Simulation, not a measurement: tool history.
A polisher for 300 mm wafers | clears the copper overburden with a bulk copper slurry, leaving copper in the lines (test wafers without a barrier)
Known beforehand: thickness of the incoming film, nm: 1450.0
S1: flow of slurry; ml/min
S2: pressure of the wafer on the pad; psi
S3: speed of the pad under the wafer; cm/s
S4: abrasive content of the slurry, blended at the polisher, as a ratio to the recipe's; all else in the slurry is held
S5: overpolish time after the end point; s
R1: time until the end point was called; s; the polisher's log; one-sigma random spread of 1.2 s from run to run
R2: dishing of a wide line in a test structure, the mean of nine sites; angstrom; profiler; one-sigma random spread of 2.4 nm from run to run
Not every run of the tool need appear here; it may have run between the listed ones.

run,hour,S1,S2,S3,S4,S5,R1,R2
1,0,120,3,130,1,15,121.85,955.09
2,7.2,120,3.2,132,1,14,112.03,956.17
3,10.8,120,3.4,132,1,13,105.79,950.18
4,16.7,120,3.4,132,1,8,103.9,697.32
5,22.9,120,3.4,132,1,4,106.85,394.19
6,28.7,135,3.4,132,1,4,101.84,419.02
7,34.8,150,4.2,126,1,11,88.033,995.21

Run 8 has not been measured yet. What should we expect?
8,40.7,150,4.3,126,1,11,?,?

Logged for run 8: R1 86.138 s, R2 1048.5 angstrom.
